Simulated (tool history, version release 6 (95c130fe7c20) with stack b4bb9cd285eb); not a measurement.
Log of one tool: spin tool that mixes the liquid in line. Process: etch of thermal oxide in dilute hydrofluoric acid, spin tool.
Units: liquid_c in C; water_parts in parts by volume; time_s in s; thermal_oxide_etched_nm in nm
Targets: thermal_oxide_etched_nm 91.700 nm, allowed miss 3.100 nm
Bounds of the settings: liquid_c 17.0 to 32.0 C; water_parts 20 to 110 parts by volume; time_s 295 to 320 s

run,hour,liquid_c,water_parts,time_s,thermal_oxide_etched_nm
1,0.0,24.0,60,295,25.158
2,7.4,21.5,60,295,22.641
3,13.1,23.5,55,300,27.331
4,20.4,25.0,50,305,33.634
5,24.9,25.0,65,305,24.391
6,32.8,27.0,65,305,26.868
7,37.2,31.0,40,320,54.948
8,39.6,31.0,35,320,64.276

Which of these 5 next moves meets every target?
A,42.0,32.0,25,310,?
B,42.0,32.0,20,320,?
C,42.0,31.0,45,295,?
D,42.0,27.5,35,295,?
E,42.0,30.5,45,295,?

move,thermal_oxide_etched_nm
A,92.231
B,120.030
C,45.370
D,51.522
E,44.490
A: meets every target
B: takes the result that was furthest off past its target
C: further off than the last run
D: further off than the last run
E: further off than the last run
Move A is the one to make.
